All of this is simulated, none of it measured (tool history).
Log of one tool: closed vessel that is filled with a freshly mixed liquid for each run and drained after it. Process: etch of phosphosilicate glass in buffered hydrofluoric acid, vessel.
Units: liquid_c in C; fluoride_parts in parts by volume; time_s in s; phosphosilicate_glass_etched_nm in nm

run	hour	liquid_c	fluoride_parts	time_s	phosphosilicate_glass_etched_nm
1	0	22	19	105	411.8
2	0.6	22	22.5	105	364.21
3	3.9	22	18	105	439.41
4	9	22	18	115	479.58
5	17.3	22	18	115	483.18
6	20.4	22	22.5	115	399.64
7	21.4	24	22.5	115	447.09

Run 8 comes next. What will it give?
8	29.7	25.5	22.5	115	?

Run 8 gave phosphosilicate_glass_etched_nm 493.64 nm.
